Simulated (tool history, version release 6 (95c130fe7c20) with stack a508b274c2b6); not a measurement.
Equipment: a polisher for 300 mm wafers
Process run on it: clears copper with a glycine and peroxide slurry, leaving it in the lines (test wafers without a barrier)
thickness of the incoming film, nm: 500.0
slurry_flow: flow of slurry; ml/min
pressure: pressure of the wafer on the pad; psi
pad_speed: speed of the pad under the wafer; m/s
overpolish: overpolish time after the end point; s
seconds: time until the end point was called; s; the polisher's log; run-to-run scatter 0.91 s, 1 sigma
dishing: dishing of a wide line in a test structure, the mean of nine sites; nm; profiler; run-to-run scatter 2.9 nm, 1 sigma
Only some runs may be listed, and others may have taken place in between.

Run 1, day 0.000: slurry_flow 220 ml/min, pressure 2.8 psi, pad_speed 1.24 m/s, overpolish 29 s. Result: seconds 79.687 s, dishing 89.762 nm.
Run 2, day 0.338: slurry_flow 220 ml/min, pressure 2.8 psi, pad_speed 1.24 m/s, overpolish 23 s. Result: seconds 81.158 s, dishing 75.035 nm.
Run 3, day 0.583: slurry_flow 220 ml/min, pressure 3.0 psi, pad_speed 1.24 m/s, overpolish 26 s. Result: seconds 77.281 s, dishing 84.118 nm.
Run 4, day 0.800: slurry_flow 220 ml/min, pressure 3.2 psi, pad_speed 1.24 m/s, overpolish 29 s. Result: seconds 75.414 s, dishing 92.642 nm.
Run 5, day 0.971: slurry_flow 220 ml/min, pressure 3.4 psi, pad_speed 1.26 m/s, overpolish 31 s. Result: seconds 72.517 s, dishing 99.279 nm.
Run 6, day 1.271: slurry_flow 220 ml/min, pressure 3.5 psi, pad_speed 1.28 m/s, overpolish 33 s. Result: seconds 69.721 s, dishing 102.450 nm.

Run 7 has not been measured yet. What should we expect?
Run 7, day 1.379: slurry_flow 220 ml/min, pressure 3.6 psi, pad_speed 1.28 m/s, overpolish 35 s. Result: seconds ?, dishing ?.

Run 7 yielded seconds 69.092 s, dishing 111.200 nm.
